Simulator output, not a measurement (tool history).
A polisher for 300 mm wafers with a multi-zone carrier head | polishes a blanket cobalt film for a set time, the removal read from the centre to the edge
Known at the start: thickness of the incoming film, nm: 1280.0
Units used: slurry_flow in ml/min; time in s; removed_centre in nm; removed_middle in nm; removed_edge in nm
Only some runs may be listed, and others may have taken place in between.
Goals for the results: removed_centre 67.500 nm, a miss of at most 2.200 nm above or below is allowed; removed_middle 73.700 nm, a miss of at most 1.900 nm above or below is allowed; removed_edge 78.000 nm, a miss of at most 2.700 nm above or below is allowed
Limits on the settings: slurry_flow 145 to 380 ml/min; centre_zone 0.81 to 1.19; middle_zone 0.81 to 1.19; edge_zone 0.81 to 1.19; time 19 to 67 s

run	day	slurry_flow	centre_zone	middle_zone	edge_zone	time	removed_centre	removed_middle	removed_edge
1	0.000	245	1.00	1.00	1.00	43	127.210	128.630	129.110
2	0.029	235	0.96	0.97	0.97	38	108.240	109.270	111.680
3	0.250	235	1.01	0.97	0.97	38	115.540	110.280	112.250
4	0.592	235	1.01	0.97	0.90	38	113.270	110.750	108.300
5	0.858	225	0.96	0.95	0.89	35	100.570	99.887	99.820
6	1.154	215	0.92	0.94	0.89	33	87.090	91.897	91.670
7	1.283	215	0.92	0.94	0.89	33	89.527	92.495	92.527
8	1.375	205	0.89	0.92	0.89	32	82.849	87.042	89.633
9	1.554	195	0.87	0.91	0.88	31	77.552	82.832	85.885
10	1.767	190	0.86	0.90	0.87	31	74.645	81.873	85.589
11	2.062	190	0.86	0.89	0.86	30	73.848	77.553	80.166
12	2.221	180	0.85	0.89	0.86	30	72.251	77.694	79.152
13	2.592	160	0.81	0.84	0.88	29	64.600	69.867	77.387
14	2.879	170	0.81	0.85	0.87	29	64.423	71.337	77.290

Pick the move, out of 5, that brings all results within their allowed miss; only one does.
A	3.167	165	0.86	0.82	0.87	29	?	?	?
B	3.167	205	0.81	0.94	0.85	27	?	?	?
C	3.167	145	0.90	0.81	0.94	29	?	?	?
D	3.167	145	0.85	0.83	0.94	30	?	?	?
E	3.167	170	0.81	0.85	0.82	30	?	?	?

move	removed_centre	removed_middle	removed_edge
A	68.730	69.630	77.954
B	62.798	75.274	73.634
C	69.860	67.145	79.295
D	68.230	70.876	82.007
E	67.361	74.617	78.827
A: puts the biggest miss on target and leaves a different result outside tolerance
B: lands further from the targets than the last run did
C: the result that was furthest off in the last run now lies on the other side of its target
D: puts the biggest miss on target and leaves a different result outside tolerance
E: in spec on every target
Answer: E
